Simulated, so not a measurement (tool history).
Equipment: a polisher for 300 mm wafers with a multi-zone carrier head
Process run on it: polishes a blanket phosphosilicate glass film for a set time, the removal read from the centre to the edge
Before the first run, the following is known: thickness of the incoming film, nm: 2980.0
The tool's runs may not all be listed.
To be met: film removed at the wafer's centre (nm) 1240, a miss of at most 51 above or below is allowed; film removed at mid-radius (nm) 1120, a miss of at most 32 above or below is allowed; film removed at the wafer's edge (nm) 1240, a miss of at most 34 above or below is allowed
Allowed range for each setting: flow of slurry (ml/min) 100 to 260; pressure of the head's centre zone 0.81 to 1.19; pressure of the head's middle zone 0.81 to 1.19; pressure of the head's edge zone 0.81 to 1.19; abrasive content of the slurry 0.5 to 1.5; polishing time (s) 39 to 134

run  hour  flow of slurry (ml/min)  pressure of the head's centre zone  pressure of the head's middle zone  pressure of the head's edge zone  abrasive content of the slurry  polishing time (s)  film removed at the wafer's centre (nm)  film removed at mid-radius (nm)  film removed at the wafer's edge (nm)
  1     0                      165                                   1                                   1                                 1                               1                  86                                   944.97                            950.4                                 967.64
  2   8.6                      165                                0.92                                   1                                 1                               1                  86                                   869.05                           950.77                                 966.75
  3  16.5                      145                                0.92                                   1                                 1                               1                  86                                    842.9                           937.16                                 957.51
  4  18.4                      155                                0.95                                   1                              1.03                            1.05                  86                                   890.13                           954.16                                 990.61
  5  26.1                      165                                0.98                                   1                              1.05                             1.1                  86                                   975.92                           991.08                                 1046.2
  6  31.4                      165                                0.98                                1.05                              1.05                             1.1                  86                                   939.03                             1015                                 1022.9
  7  40.3                      180                                   1                                1.04                              1.07                            1.15                  86                                   989.87                           1037.2                                 1077.9
  8  43.6                      190                                1.03                                1.04                              1.08                             1.2                  86                                   1073.3                           1065.3                                 1096.3

Exercise: of the 4 proposed moves below, exactly one satisfies all targets within the stated allowed misses. Which move is it?
  A  46.9                      160                                1.05                                0.85                              1.15                            1.15                  98                                        ?                                ?                                      ?
  B  46.9                      240                                1.13                                1.09                              0.81                             1.1                  90                                        ?                                ?                                      ?
  C  46.9                      190                                1.08                                1.05                              1.15                            1.15                  97                                        ?                                ?                                      ?
  D  46.9                      205                                1.05                                0.94                              1.09                             1.2                  96                                        ?                                ?                                      ?

move  film removed at the wafer's centre (nm)  film removed at mid-radius (nm)  film removed at the wafer's edge (nm)
   A                                   1204.3                           988.08                                 1246.1
   B                                   1261.3                           1141.9                                 997.14
   C                                     1271                           1175.5                                 1258.6
   D                                   1256.7                           1101.8                                 1242.6
A: gets the furthest-off result to its target, but another result is out of tolerance
B: its largest miss is bigger than the last run's
C: gets the furthest-off result to its target, but another result is out of tolerance
D: every result lands within tolerance
Go with D: it meets all targets.
